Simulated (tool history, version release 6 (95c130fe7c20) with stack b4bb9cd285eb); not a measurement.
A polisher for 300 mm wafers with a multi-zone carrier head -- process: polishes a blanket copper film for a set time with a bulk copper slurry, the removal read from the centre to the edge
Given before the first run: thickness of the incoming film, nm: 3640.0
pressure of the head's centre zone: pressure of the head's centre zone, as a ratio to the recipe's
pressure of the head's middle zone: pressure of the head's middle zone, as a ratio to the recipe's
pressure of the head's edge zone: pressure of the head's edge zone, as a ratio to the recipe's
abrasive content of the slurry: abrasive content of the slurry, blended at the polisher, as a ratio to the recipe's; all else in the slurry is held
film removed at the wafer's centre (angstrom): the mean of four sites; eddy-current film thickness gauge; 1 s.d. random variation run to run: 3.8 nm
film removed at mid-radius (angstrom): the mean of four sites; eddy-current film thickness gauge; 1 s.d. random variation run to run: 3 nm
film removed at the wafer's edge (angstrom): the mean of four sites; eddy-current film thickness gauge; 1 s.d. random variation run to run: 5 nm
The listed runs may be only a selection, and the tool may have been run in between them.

run	hour	flow of slurry (ml/min)	pressure of the head's centre zone	pressure of the head's middle zone	pressure of the head's edge zone	abrasive content of the slurry	polishing time (s)	film removed at the wafer's centre (angstrom)	film removed at mid-radius (angstrom)	film removed at the wafer's edge (angstrom)
1	0.0	280	1.00	1.00	1.00	1.00	61	7209.7	7205.5	7182.7
2	3.7	280	0.94	1.00	1.00	1.00	61	6794.1	7210.2	7149.0
3	8.6	280	1.00	1.00	1.00	1.00	61	7158.6	7245.3	7353.5
4	10.8	265	0.96	0.98	1.02	0.90	56	6083.3	6363.2	6611.5
5	16.4	265	0.96	0.98	1.09	0.90	56	6110.7	6391.4	6695.4
6	24.0	270	0.94	0.97	1.06	0.80	52	5463.0	5733.4	5936.0
7	29.1	260	0.91	0.95	1.05	0.75	50	4938.3	5284.2	5597.6

For run 8, what comes out?
8	31.2	255	0.89	0.93	1.02	0.70	49	?	?	?

film removed at the wafer's centre (angstrom): 4707.3
film removed at mid-radius (angstrom): 4991.4
film removed at the wafer's edge (angstrom): 5243.1
